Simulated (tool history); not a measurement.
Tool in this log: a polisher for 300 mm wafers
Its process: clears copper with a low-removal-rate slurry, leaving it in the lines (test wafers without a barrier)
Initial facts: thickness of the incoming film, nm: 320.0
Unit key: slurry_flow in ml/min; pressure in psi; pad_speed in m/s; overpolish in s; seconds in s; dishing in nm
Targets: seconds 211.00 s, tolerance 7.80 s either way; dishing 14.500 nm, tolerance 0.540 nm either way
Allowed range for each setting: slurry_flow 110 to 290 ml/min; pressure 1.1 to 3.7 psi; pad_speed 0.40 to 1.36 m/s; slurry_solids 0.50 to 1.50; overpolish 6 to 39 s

{"run": 1, "hour": 0.0, "slurry_flow": 185, "pressure": 2.4, "pad_speed": 0.88, "slurry_solids": 1.0, "overpolish": 20, "seconds": 152.15, "dishing": 31.093}
{"run": 2, "hour": 8.5, "slurry_flow": 185, "pressure": 2.2, "pad_speed": 0.88, "slurry_solids": 1.0, "overpolish": 20, "seconds": 162.93, "dishing": 28.835}
{"run": 3, "hour": 13.6, "slurry_flow": 190, "pressure": 2.0, "pad_speed": 0.88, "slurry_solids": 1.0, "overpolish": 18, "seconds": 171.94, "dishing": 25.649}
{"run": 4, "hour": 17.9, "slurry_flow": 225, "pressure": 2.0, "pad_speed": 0.88, "slurry_solids": 1.0, "overpolish": 18, "seconds": 167.21, "dishing": 26.004}
{"run": 5, "hour": 26.2, "slurry_flow": 225, "pressure": 2.0, "pad_speed": 0.88, "slurry_solids": 0.8, "overpolish": 18, "seconds": 172.26, "dishing": 25.042}
{"run": 6, "hour": 34.8, "slurry_flow": 225, "pressure": 2.5, "pad_speed": 0.88, "slurry_solids": 0.8, "overpolish": 18, "seconds": 150.65, "dishing": 28.704}
{"run": 7, "hour": 42.0, "slurry_flow": 250, "pressure": 1.9, "pad_speed": 0.86, "slurry_solids": 0.8, "overpolish": 8, "seconds": 185.3, "dishing": 11.584}
{"run": 8, "hour": 43.2, "slurry_flow": 200, "pressure": 1.9, "pad_speed": 0.82, "slurry_solids": 0.8, "overpolish": 13, "seconds": 197.82, "dishing": 16.599}
{"run": 9, "hour": 49.7, "slurry_flow": 205, "pressure": 1.8, "pad_speed": 0.82, "slurry_solids": 0.8, "overpolish": 12, "seconds": 204.68, "dishing": 15.243}
{"run": 10, "hour": 54.1, "slurry_flow": 205, "pressure": 1.8, "pad_speed": 0.82, "slurry_solids": 0.8, "overpolish": 12, "seconds": 202.8, "dishing": 15.288}

Which one of the following 5 next-run settings gets every result inside its allowed miss? There is exactly one.
{"run": "A", "hour": 58.5, "slurry_flow": 210, "pressure": 2.0, "pad_speed": 0.74, "slurry_solids": 0.8, "overpolish": 13, "seconds": "?", "dishing": "?"}
{"run": "B", "hour": 58.5, "slurry_flow": 250, "pressure": 2.5, "pad_speed": 0.66, "slurry_solids": 0.95, "overpolish": 10, "seconds": "?", "dishing": "?"}
{"run": "C", "hour": 58.5, "slurry_flow": 200, "pressure": 1.9, "pad_speed": 0.86, "slurry_solids": 0.85, "overpolish": 12, "seconds": "?", "dishing": "?"}
{"run": "D", "hour": 58.5, "slurry_flow": 210, "pressure": 2.0, "pad_speed": 0.84, "slurry_solids": 0.5, "overpolish": 13, "seconds": "?", "dishing": "?"}
{"run": "E", "hour": 58.5, "slurry_flow": 170, "pressure": 1.3, "pad_speed": 1.0, "slurry_solids": 0.7, "overpolish": 12, "seconds": "?", "dishing": "?"}

move=A seconds=205.24 dishing=16.444
move=B seconds=187.11 dishing=14.086
move=C seconds=182.11 dishing=17.039
move=D seconds=199.74 dishing=16.860
move=E seconds=208.20 dishing=14.979
A: further off than the last run
B: the furthest-off result lands on target, but another misses its tolerance
C: further off than the last run
D: further off than the last run
E: each result inside its tolerance
Move E is the one to make.
